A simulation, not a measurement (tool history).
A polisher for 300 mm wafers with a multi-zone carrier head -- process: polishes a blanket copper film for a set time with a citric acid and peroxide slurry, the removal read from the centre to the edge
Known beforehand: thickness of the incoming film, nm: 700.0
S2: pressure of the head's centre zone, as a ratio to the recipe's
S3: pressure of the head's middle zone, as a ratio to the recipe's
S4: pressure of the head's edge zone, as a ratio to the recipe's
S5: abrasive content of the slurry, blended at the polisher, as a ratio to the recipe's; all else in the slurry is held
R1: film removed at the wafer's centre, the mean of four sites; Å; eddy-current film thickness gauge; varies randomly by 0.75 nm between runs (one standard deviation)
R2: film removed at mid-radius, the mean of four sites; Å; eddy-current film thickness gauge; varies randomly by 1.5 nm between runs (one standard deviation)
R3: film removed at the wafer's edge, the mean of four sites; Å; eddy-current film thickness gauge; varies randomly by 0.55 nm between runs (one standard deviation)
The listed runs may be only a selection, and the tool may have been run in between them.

run 1 day=0.000 | flow_of_slurry_(ml/min)=255 S2=1.00 S3=1.00 S4=1.00 S5=1.00 polishing_time_(s)=36 | R1=583.51 R2=610.00 R3=593.88
run 2 day=0.346 | flow_of_slurry_(ml/min)=255 S2=1.00 S3=1.06 S4=1.00 S5=1.00 polishing_time_(s)=36 | R1=598.66 R2=633.17 R3=597.07
run 3 day=0.429 | flow_of_slurry_(ml/min)=255 S2=1.00 S3=1.06 S4=1.00 S5=1.00 polishing_time_(s)=28 | R1=461.25 R2=487.81 R3=459.90
run 4 day=0.738 | flow_of_slurry_(ml/min)=270 S2=0.98 S3=1.09 S4=1.00 S5=1.10 polishing_time_(s)=32 | R1=527.48 R2=589.24 R3=550.02
run 5 day=0.904 | flow_of_slurry_(ml/min)=270 S2=0.98 S3=1.15 S4=1.00 S5=1.10 polishing_time_(s)=32 | R1=536.34 R2=628.11 R3=540.42
run 6 day=0.925 | flow_of_slurry_(ml/min)=285 S2=0.98 S3=1.16 S4=1.00 S5=1.20 polishing_time_(s)=35 | R1=594.26 R2=692.31 R3=612.63
-- day=1.058 slurry nozzle cleaned
run 7 day=1.058 | flow_of_slurry_(ml/min)=275 S2=0.97 S3=1.17 S4=0.97 S5=1.25 polishing_time_(s)=38 | R1=677.07 R2=821.09 R3=679.35
run 8 day=1.092 | flow_of_slurry_(ml/min)=275 S2=0.97 S3=1.17 S4=0.97 S5=1.25 polishing_time_(s)=38 | R1=665.10 R2=802.60 R3=685.71

Run 9 comes next. What will it give?
run 9 day=1.121 | flow_of_slurry_(ml/min)=275 S2=0.97 S3=1.17 S4=0.96 S5=1.30 polishing_time_(s)=39 | R1=? R2=? R3=?

R1: 708.12 Å
R2: 835.27 Å
R3: 703.71 Å

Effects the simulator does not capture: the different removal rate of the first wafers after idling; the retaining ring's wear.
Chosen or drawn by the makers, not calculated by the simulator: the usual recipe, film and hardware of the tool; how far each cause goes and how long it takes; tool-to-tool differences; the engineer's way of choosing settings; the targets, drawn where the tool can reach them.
